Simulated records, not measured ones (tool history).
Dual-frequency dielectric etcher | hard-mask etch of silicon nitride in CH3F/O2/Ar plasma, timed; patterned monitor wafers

run,hour,source power (kW),bias power (kW),etch time (s),mean etch depth across the wafer (Å)
1,0.0,0.290,0.052,125.0,636.54
2,4.5,0.290,0.045,125.0,611.09
3,6.5,0.300,0.046,125.0,623.10
4,10.3,0.310,0.047,125.0,630.81
5,12.6,0.320,0.048,125.0,643.68
6,14.6,0.300,0.048,125.0,628.42
7,17.5,0.310,0.049,125.0,642.69
8,22.3,0.310,0.049,125.0,635.21
9,29.0,0.320,0.051,125.0,656.65

Forecast run 10:
10,32.7,0.330,0.052,125.0,?

mean etch depth across the wafer (Å): 667.34

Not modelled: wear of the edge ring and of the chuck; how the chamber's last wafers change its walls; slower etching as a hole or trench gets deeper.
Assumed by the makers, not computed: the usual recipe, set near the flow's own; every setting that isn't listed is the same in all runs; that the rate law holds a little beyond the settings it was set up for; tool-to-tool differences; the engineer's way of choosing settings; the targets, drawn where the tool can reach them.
